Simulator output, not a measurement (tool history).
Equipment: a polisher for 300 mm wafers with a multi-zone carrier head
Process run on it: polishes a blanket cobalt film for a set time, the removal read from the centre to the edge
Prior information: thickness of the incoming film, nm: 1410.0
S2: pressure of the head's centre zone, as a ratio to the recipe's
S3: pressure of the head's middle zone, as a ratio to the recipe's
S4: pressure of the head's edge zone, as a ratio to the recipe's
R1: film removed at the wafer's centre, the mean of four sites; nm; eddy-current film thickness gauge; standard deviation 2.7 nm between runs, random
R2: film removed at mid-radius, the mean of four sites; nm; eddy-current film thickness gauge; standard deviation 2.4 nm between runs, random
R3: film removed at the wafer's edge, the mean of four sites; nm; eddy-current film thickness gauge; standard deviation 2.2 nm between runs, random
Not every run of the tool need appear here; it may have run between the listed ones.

Run 1, hour 0.0: flow of slurry (ml/min) 305, S2 1.00, S3 1.00, S4 1.00, polishing time (s) 67. Result: R1 351.25 nm, R2 350.83 nm, R3 350.42 nm.
Run 2, hour 7.9: flow of slurry (ml/min) 305, S2 1.00, S3 0.99, S4 0.97, polishing time (s) 59. Result: R1 319.84 nm, R2 310.72 nm, R3 310.66 nm.
Run 3, hour 15.9: flow of slurry (ml/min) 305, S2 1.00, S3 0.99, S4 0.97, polishing time (s) 44. Result: R1 235.78 nm, R2 229.71 nm, R3 231.04 nm.
Run 4, hour 22.0: flow of slurry (ml/min) 305, S2 1.00, S3 0.99, S4 0.96, polishing time (s) 43. Result: R1 229.24 nm, R2 227.81 nm, R3 220.79 nm.
Run 5, hour 27.3: flow of slurry (ml/min) 305, S2 0.95, S3 0.99, S4 0.96, polishing time (s) 43. Result: R1 218.99 nm, R2 226.62 nm, R3 222.44 nm.
Run 6, hour 29.5: flow of slurry (ml/min) 305, S2 0.95, S3 0.99, S4 0.96, polishing time (s) 30. Result: R1 150.52 nm, R2 156.14 nm, R3 157.02 nm.
Run 7, hour 35.7: flow of slurry (ml/min) 305, S2 0.98, S3 1.01, S4 0.98, polishing time (s) 32. Result: R1 166.73 nm, R2 170.46 nm, R3 168.98 nm.

Run 8 comes next. What will it give?
Run 8, hour 38.4: flow of slurry (ml/min) 310, S2 1.08, S3 1.09, S4 1.08, polishing time (s) 33. Result: R1 ?, R2 ?, R3 ?.

Run 8 measured R1 189.64 nm, R2 183.95 nm, R3 181.22 nm.
